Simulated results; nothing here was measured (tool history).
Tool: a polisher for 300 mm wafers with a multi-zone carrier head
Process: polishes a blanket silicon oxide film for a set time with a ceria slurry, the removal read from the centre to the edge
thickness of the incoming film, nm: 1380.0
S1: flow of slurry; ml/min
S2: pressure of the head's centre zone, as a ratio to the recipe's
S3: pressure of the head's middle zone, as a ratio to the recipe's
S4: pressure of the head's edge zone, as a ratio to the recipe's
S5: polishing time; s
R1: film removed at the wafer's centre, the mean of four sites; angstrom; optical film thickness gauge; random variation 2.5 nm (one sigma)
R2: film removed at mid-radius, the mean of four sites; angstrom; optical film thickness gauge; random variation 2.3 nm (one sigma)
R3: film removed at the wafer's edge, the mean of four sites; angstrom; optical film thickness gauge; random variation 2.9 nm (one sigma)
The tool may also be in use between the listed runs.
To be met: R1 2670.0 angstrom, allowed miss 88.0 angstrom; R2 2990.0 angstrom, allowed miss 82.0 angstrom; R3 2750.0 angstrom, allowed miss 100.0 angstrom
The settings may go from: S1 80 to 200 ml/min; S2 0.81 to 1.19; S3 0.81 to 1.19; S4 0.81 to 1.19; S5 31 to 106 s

Run 1, hour 0.0: S1 130 ml/min, S2 1.00, S3 1.00, S4 1.00, S5 68 s. Result: R1 5165.6 angstrom, R2 4876.1 angstrom, R3 4994.1 angstrom.
Run 2, hour 3.3: S1 130 ml/min, S2 1.00, S3 1.09, S4 1.00, S5 68 s. Result: R1 5108.9 angstrom, R2 5241.8 angstrom, R3 4894.8 angstrom.
Run 3, hour 8.8: S1 120 ml/min, S2 0.97, S3 1.08, S4 0.96, S5 58 s. Result: R1 4142.0 angstrom, R2 4394.7 angstrom, R3 4043.3 angstrom.
Run 4, hour 11.1: S1 120 ml/min, S2 1.05, S3 1.08, S4 0.96, S5 58 s. Result: R1 4599.1 angstrom, R2 4365.6 angstrom, R3 4025.6 angstrom.
Run 5, hour 13.0: S1 115 ml/min, S2 1.00, S3 1.06, S4 0.93, S5 52 s. Result: R1 3878.7 angstrom, R2 3844.8 angstrom, R3 3571.7 angstrom.
Run 6, hour 21.4: S1 110 ml/min, S2 0.96, S3 1.05, S4 0.90, S5 49 s. Result: R1 3417.1 angstrom, R2 3560.0 angstrom, R3 3268.8 angstrom.
Run 7, hour 23.5: S1 105 ml/min, S2 0.93, S3 1.04, S4 0.88, S5 48 s. Result: R1 3221.3 angstrom, R2 3452.0 angstrom, R3 3219.5 angstrom.
Run 8, hour 32.4: S1 100 ml/min, S2 0.92, S3 1.04, S4 0.86, S5 46 s. Result: R1 3017.6 angstrom, R2 3225.1 angstrom, R3 3002.2 angstrom.
Run 9, hour 41.3: S1 95 ml/min, S2 0.91, S3 1.04, S4 0.85, S5 45 s. Result: R1 2884.3 angstrom, R2 3177.3 angstrom, R3 2892.0 angstrom.

Which of these 4 next moves meets every target?
Run A, hour 50.2: S1 105 ml/min, S2 0.85, S3 1.05, S4 0.90, S5 45 s. Result: R1 ?, R2 ?, R3 ?.
Run B, hour 50.2: S1 80 ml/min, S2 0.89, S3 1.04, S4 0.83, S5 44 s. Result: R1 ?, R2 ?, R3 ?.
Run C, hour 50.2: S1 110 ml/min, S2 0.90, S3 1.13, S4 0.82, S5 44 s. Result: R1 ?, R2 ?, R3 ?.
Run D, hour 50.2: S1 80 ml/min, S2 0.81, S3 0.99, S4 0.94, S5 45 s. Result: R1 ?, R2 ?, R3 ?.

move      R1      R2      R3
   A  2779.7  3248.8  3055.2
   B  2700.9  3009.1  2795.3
   C  2905.9  3407.7  2880.9
   D  2510.9  2952.6  3021.8
A: further off than the last run
B: meets every target
C: further off than the last run
D: takes the result that was furthest off past its target
The right move is B.
